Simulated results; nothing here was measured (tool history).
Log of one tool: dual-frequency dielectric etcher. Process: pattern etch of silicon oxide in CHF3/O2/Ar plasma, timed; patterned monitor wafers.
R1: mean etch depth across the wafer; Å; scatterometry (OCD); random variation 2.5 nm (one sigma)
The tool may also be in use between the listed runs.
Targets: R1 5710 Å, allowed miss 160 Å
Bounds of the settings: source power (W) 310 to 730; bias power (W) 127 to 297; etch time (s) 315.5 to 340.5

{"run": 1, "hour": 0.0, "source power (W)": 520, "bias power (W)": 212, "etch time (s)": 340.5, "R1": 7204.6}
{"run": 2, "hour": 3.0, "source power (W)": 520, "bias power (W)": 212, "etch time (s)": 340.5, "R1": 7131.7}
{"run": 3, "hour": 3.7, "source power (W)": 520, "bias power (W)": 212, "etch time (s)": 340.5, "R1": 7207.3}
{"run": 4, "hour": 10.9, "source power (W)": 520, "bias power (W)": 227, "etch time (s)": 340.5, "R1": 7374.1}
{"run": 5, "hour": 20.0, "source power (W)": 520, "bias power (W)": 227, "etch time (s)": 315.5, "R1": 6868}
{"run": 6, "hour": 29.2, "source power (W)": 520, "bias power (W)": 227, "etch time (s)": 315.5, "R1": 6862.5}
{"run": 7, "hour": 30.7, "source power (W)": 470, "bias power (W)": 215, "etch time (s)": 315.5, "R1": 6388}
{"run": 8, "hour": 35.0, "source power (W)": 470, "bias power (W)": 215, "etch time (s)": 315.5, "R1": 6403.9}

Which of these 5 next moves meets every target?
{"run": "A", "hour": 39.3, "source power (W)": 450, "bias power (W)": 209, "etch time (s)": 315.5, "R1": "?"}
{"run": "B", "hour": 39.3, "source power (W)": 340, "bias power (W)": 218, "etch time (s)": 322.5, "R1": "?"}
{"run": "C", "hour": 39.3, "source power (W)": 460, "bias power (W)": 256, "etch time (s)": 340.5, "R1": "?"}
{"run": "D", "hour": 39.3, "source power (W)": 390, "bias power (W)": 215, "etch time (s)": 322.5, "R1": "?"}
{"run": "E", "hour": 39.3, "source power (W)": 460, "bias power (W)": 196, "etch time (s)": 315.5, "R1": "?"}

move=A R1=6240.7
move=B R1=5733.2
move=C R1=7413
move=D R1=6062.3
move=E R1=6131.1
A: nearer than the last run, and not there yet
B: meets every target
C: further off than the last run
D: nearer than the last run, and not there yet
E: nearer than the last run, and not there yet
Answer: B
